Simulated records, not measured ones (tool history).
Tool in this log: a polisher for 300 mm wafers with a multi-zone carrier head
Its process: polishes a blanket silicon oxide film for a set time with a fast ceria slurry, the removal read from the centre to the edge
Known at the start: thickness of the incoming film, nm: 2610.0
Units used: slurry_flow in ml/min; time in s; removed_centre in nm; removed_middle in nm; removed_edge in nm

run	hour	slurry_flow	centre_zone	middle_zone	edge_zone	time	removed_centre	removed_middle	removed_edge
1	0.0	145	1.00	1.00	1.00	73	970.03	978.65	984.27
2	7.8	145	1.00	1.00	0.92	73	972.42	962.62	945.82
3	16.4	135	0.97	0.97	0.91	66	834.88	849.99	832.77
4	20.4	125	0.96	0.93	0.93	61	761.55	739.93	785.17
5	26.4	125	0.96	0.93	1.02	61	746.30	734.06	800.97
6	27.6	120	0.94	0.92	1.00	58	686.59	696.15	769.86

Run 7, settings as shown, results not yet in. Your forecast:
7	32.7	120	0.93	0.91	0.97	55	?	?	?

Run 7 produced removed_centre 653.87 nm, removed_middle 665.14 nm, removed_edge 712.10 nm.
